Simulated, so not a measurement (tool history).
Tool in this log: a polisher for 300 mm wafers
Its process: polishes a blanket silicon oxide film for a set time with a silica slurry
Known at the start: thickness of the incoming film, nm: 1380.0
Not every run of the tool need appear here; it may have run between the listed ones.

| run | hour | flow of slurry (ml/min) | pressure of the wafer on the pad (psi) | speed of the pad under the wafer (cm/s) | abrasive content of the slurry | polishing time (s) | film removed (Å) |
|---|---|---|---|---|---|---|---|
| 1 | 0.0 | 170 | 4.9 | 90 | 1.0 | 40 | 1129.50 |
| 2 | 4.2 | 205 | 4.9 | 90 | 1.0 | 40 | 1135.40 |
| 3 | 7.8 | 205 | 4.6 | 88 | 1.0 | 40 | 1077.00 |
| 4 | 10.1 | 205 | 4.6 | 74 | 1.0 | 40 | 964.91 |
| 5 | 16.0 | 205 | 4.3 | 74 | 1.0 | 40 | 900.10 |
| 6 | 25.0 | 180 | 4.3 | 74 | 1.0 | 40 | 894.72 |
| 7 | 31.3 | 180 | 4.1 | 74 | 1.0 | 40 | 853.98 |
| 8 | 34.4 | 180 | 3.9 | 74 | 1.0 | 40 | 817.22 |
| 9 | 38.9 | 180 | 3.7 | 74 | 1.0 | 40 | 764.78 |

Predict the results of run 10:
| 10 | 40.4 | 180 | 3.6 | 74 | 1.0 | 40 | ? |

Run 10 came out at film removed (Å) 727.63.
